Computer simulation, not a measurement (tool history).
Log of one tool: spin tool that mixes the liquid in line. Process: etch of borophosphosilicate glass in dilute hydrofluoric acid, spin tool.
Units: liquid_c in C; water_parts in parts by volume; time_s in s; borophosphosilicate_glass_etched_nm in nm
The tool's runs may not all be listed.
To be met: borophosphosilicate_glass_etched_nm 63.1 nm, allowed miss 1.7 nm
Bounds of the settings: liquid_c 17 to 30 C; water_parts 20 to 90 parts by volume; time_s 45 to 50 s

| run | day | liquid_c | water_parts | time_s | borophosphosilicate_glass_etched_nm |
|---|---|---|---|---|---|
| 1 | 0 | 22 | 50 | 45 | 32.611 |
| 2 | 0.042 | 22 | 35 | 45 | 47.673 |
| 3 | 0.342 | 22 | 35 | 45 | 47.672 |
| 4 | 0.521 | 22 | 35 | 45 | 47.32 |
| 5 | 0.6 | 22 | 50 | 45 | 32.342 |
| 6 | 0.717 | 22 | 50 | 50 | 36.063 |
| 7 | 0.954 | 23.5 | 50 | 50 | 38.134 |
| 8 | 1.054 | 24.5 | 45 | 50 | 44.947 |
| 9 | 1.329 | 25.5 | 45 | 50 | 47.077 |
| 10 | 1.608 | 26.5 | 45 | 50 | 48.819 |
| 11 | 1.946 | 27 | 45 | 50 | 50.381 |
| 12 | 2.183 | 27.5 | 45 | 50 | 50.465 |
| 13 | 2.321 | 28 | 45 | 50 | 51.856 |

4 next moves are on the table. One of them brings every result within its allowed miss. Which?
| A | 2.458 | 25 | 30 | 50 | ? |
| B | 2.458 | 29 | 35 | 45 | ? |
| C | 2.458 | 28.5 | 40 | 50 | ? |
| D | 2.458 | 27.5 | 50 | 45 | ? |

| move | borophosphosilicate_glass_etched_nm |
|---|---|
| A | 70.09 |
| B | 63.199 |
| C | 59.769 |
| D | 40.739 |
A: takes the result that was furthest off past its target
B: meets every target
C: nearer than the last run, and not there yet
D: further off than the last run
Move B is the one to make.
